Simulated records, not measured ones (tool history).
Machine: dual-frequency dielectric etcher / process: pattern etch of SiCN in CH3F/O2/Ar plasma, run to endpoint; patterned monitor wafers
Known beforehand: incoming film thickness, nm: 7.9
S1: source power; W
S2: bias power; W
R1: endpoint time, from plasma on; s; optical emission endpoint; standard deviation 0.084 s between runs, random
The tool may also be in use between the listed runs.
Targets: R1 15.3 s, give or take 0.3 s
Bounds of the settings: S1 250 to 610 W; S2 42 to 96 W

| run | hour | S1 | S2 | R1 |
|---|---|---|---|---|
| 1 | 0 | 430 | 69 | 16.872 |
| 2 | 6.4 | 430 | 59 | 17.638 |
| 3 | 15 | 470 | 60 | 17.183 |
| 4 | 19.1 | 500 | 63 | 16.575 |
| 5 | 23.7 | 500 | 53 | 17.513 |
| 6 | 24.5 | 580 | 53 | 16.599 |
| 7 | 30 | 590 | 57 | 16.352 |
| 8 | 38.5 | 600 | 61 | 15.857 |
| 9 | 47 | 600 | 63 | 15.758 |

Pick the move, out of 5, that brings all results within their allowed miss; only one does.
| A | 55.5 | 610 | 76 | ? |
| B | 55.5 | 570 | 60 | ? |
| C | 55.5 | 590 | 54 | ? |
| D | 55.5 | 610 | 67 | ? |
| E | 55.5 | 590 | 60 | ? |

| move | R1 |
|---|---|
| A | 14.832 |
| B | 16.233 |
| C | 16.545 |
| D | 15.406 |
| E | 16.066 |
A: takes the result that was furthest off past its target
B: further off than the last run
C: further off than the last run
D: every result lands within tolerance
E: further off than the last run
Answer: D

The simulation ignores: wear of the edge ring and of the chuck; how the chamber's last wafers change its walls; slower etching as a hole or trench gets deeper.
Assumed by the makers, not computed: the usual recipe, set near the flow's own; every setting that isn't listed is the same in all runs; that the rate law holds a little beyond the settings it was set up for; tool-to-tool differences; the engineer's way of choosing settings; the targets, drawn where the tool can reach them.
